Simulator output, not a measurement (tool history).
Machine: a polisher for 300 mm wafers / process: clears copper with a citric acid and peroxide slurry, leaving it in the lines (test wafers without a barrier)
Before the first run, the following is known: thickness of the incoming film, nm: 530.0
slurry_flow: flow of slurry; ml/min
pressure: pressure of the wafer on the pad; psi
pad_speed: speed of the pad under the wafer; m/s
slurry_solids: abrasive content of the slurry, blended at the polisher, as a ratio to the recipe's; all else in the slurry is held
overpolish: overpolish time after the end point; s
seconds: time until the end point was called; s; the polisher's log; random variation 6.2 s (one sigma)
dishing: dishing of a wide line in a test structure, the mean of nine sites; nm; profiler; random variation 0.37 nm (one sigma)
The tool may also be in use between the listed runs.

{"run": 1, "hour": 0.0, "slurry_flow": 165, "pressure": 3.8, "pad_speed": 1.16, "slurry_solids": 1.0, "overpolish": 16, "seconds": 187.39, "dishing": 32.554}
{"run": 2, "hour": 5.4, "slurry_flow": 165, "pressure": 3.8, "pad_speed": 1.04, "slurry_solids": 1.0, "overpolish": 16, "seconds": 217.69, "dishing": 30.295}
{"run": 3, "hour": 13.4, "slurry_flow": 135, "pressure": 3.8, "pad_speed": 1.04, "slurry_solids": 1.0, "overpolish": 16, "seconds": 218.81, "dishing": 28.955}
{"run": 4, "hour": 15.7, "slurry_flow": 135, "pressure": 3.8, "pad_speed": 1.04, "slurry_solids": 1.2, "overpolish": 16, "seconds": 212.65, "dishing": 29.157}
{"run": 5, "hour": 20.5, "slurry_flow": 135, "pressure": 3.5, "pad_speed": 1.04, "slurry_solids": 1.2, "overpolish": 15, "seconds": 230.89, "dishing": 27.594}
{"run": 6, "hour": 27.9, "slurry_flow": 155, "pressure": 3.5, "pad_speed": 1.04, "slurry_solids": 1.2, "overpolish": 15, "seconds": 223.54, "dishing": 28.504}
{"run": 7, "hour": 32.4, "slurry_flow": 155, "pressure": 3.3, "pad_speed": 1.02, "slurry_solids": 1.2, "overpolish": 14, "seconds": 231.87, "dishing": 25.527}

Run 8 has not been measured yet. What should we expect?
{"run": 8, "hour": 35.1, "slurry_flow": 155, "pressure": 3.1, "pad_speed": 1.0, "slurry_solids": 1.2, "overpolish": 13, "seconds": "?", "dishing": "?"}

{"run 8": {"seconds": 243.5, "dishing": 21.429}}
